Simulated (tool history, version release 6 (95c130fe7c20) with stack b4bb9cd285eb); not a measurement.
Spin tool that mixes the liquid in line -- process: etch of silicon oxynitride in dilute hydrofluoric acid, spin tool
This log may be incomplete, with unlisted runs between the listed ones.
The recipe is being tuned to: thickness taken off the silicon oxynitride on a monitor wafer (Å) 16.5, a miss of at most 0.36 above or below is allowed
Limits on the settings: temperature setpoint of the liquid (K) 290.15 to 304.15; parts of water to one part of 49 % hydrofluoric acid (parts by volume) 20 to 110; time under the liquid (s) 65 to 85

run,day,temperature setpoint of the liquid (K),parts of water to one part of 49 % hydrofluoric acid (parts by volume),time under the liquid (s),thickness taken off the silicon oxynitride on a monitor wafer (Å)
1,0,296.15,60,85,42.865
2,0.075,294.65,70,85,33.396
3,0.258,293.65,80,85,27.896
4,0.3,292.65,85,85,25.084
5,0.646,294.15,85,85,26.842
6,0.967,293.15,90,85,24.129
7,1.208,293.15,90,85,23.982
8,1.367,292.15,95,85,21.414
9,1.438,291.65,100,85,19.947

Consider the 4 candidate settings below. Which is the only one whose results all fall within their allowed miss of target?
A,1.508,292.65,95,85,?
B,1.508,292.65,105,65,?
C,1.508,290.15,110,75,?
D,1.508,292.15,95,65,?

move,thickness taken off the silicon oxynitride on a monitor wafer (Å)
A,22.227
B,15.26
C,14.835
D,16.591
A: the biggest miss grows against the last run
B: moves the result that the last run missed by most past its target, out the other side
C: moves the result that the last run missed by most past its target, out the other side
D: hits every target within its allowed miss
D meets every target.
